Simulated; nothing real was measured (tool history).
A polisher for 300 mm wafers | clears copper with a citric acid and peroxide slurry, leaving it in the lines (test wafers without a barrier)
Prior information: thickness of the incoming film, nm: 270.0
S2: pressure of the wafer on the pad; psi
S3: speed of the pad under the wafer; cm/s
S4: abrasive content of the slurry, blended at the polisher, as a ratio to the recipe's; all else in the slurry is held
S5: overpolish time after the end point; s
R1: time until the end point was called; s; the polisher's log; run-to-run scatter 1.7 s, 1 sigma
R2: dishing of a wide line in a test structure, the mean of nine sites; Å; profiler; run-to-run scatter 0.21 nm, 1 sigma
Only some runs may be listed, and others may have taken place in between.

{"run": 1, "hour": 0.0, "flow of slurry (ml/min)": 220, "S2": 3.2, "S3": 100, "S4": 1, "S5": 20, "R1": 142.39, "R2": 245.27}
{"run": 2, "hour": 7.4, "flow of slurry (ml/min)": 220, "S2": 3.2, "S3": 84, "S4": 1, "S5": 20, "R1": 160.32, "R2": 225.3}
{"run": 3, "hour": 15.9, "flow of slurry (ml/min)": 220, "S2": 3.1, "S3": 84, "S4": 1, "S5": 19, "R1": 161.9, "R2": 216.38}
{"run": 4, "hour": 18.9, "flow of slurry (ml/min)": 220, "S2": 3.1, "S3": 84, "S4": 1, "S5": 22, "R1": 163.42, "R2": 246.4}
{"run": 5, "hour": 25.2, "flow of slurry (ml/min)": 220, "S2": 3, "S3": 84, "S4": 1, "S5": 21, "R1": 164.2, "R2": 226.51}
{"run": 6, "hour": 28.9, "flow of slurry (ml/min)": 220, "S2": 2.8, "S3": 84, "S4": 1, "S5": 20, "R1": 169.77, "R2": 213.57}
{"run": 7, "hour": 33.5, "flow of slurry (ml/min)": 220, "S2": 2.6, "S3": 84, "S4": 1, "S5": 19, "R1": 179.23, "R2": 189.88}
{"run": 8, "hour": 37.0, "flow of slurry (ml/min)": 220, "S2": 2.6, "S3": 84, "S4": 1, "S5": 19, "R1": 181.01, "R2": 191.05}

Run 9, settings as shown, results not yet in. Your forecast:
{"run": 9, "hour": 43.8, "flow of slurry (ml/min)": 220, "S2": 2.5, "S3": 84, "S4": 1, "S5": 18, "R1": "?", "R2": "?"}

{"run 9": {"R1": 184.37, "R2": 188.9}}

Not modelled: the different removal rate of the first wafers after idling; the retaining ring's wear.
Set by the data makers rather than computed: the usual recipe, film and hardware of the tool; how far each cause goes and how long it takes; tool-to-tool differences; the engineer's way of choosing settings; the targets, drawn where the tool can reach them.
